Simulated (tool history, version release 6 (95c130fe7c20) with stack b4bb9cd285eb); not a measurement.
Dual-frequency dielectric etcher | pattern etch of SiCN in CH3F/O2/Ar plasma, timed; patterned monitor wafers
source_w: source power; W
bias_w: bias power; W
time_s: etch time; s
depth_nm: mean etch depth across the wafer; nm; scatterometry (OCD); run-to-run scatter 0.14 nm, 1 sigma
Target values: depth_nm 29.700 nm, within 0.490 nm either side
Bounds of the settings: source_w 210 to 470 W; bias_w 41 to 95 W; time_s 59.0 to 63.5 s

| run | hour | source_w | bias_w | time_s | depth_nm |
|---|---|---|---|---|---|
| 1 | 0.0 | 340 | 68 | 63.5 | 24.091 |
| 2 | 4.4 | 340 | 68 | 59.0 | 22.393 |
| 3 | 11.7 | 340 | 59 | 59.0 | 21.302 |
| 4 | 12.4 | 300 | 59 | 59.0 | 19.673 |
| 5 | 14.2 | 330 | 62 | 59.0 | 21.203 |
| 6 | 22.3 | 330 | 56 | 59.0 | 20.220 |
| 7 | 27.4 | 350 | 60 | 59.0 | 21.615 |
| 8 | 33.1 | 410 | 74 | 60.0 | 26.483 |
| 9 | 41.4 | 420 | 75 | 60.0 | 26.756 |
| 10 | 49.6 | 430 | 76 | 60.0 | 27.249 |
| 11 | 56.3 | 440 | 77 | 60.0 | 27.708 |
| 12 | 60.8 | 450 | 78 | 60.0 | 28.484 |
| 13 | 67.9 | 460 | 79 | 60.0 | 28.847 |

Consider the 4 candidate settings below. Which is the only one whose results all fall within their allowed miss of target?
| A | 75.0 | 390 | 85 | 63.5 | ? |
| B | 75.0 | 470 | 82 | 63.0 | ? |
| C | 75.0 | 470 | 74 | 60.5 | ? |
| D | 75.0 | 470 | 79 | 61.0 | ? |

| move | depth_nm |
|---|---|
| A | 28.665 |
| B | 30.948 |
| C | 28.513 |
| D | 29.516 |
A: the biggest miss grows against the last run
B: moves the result that the last run missed by most past its target, out the other side
C: the biggest miss grows against the last run
D: meets every target
D meets every target.

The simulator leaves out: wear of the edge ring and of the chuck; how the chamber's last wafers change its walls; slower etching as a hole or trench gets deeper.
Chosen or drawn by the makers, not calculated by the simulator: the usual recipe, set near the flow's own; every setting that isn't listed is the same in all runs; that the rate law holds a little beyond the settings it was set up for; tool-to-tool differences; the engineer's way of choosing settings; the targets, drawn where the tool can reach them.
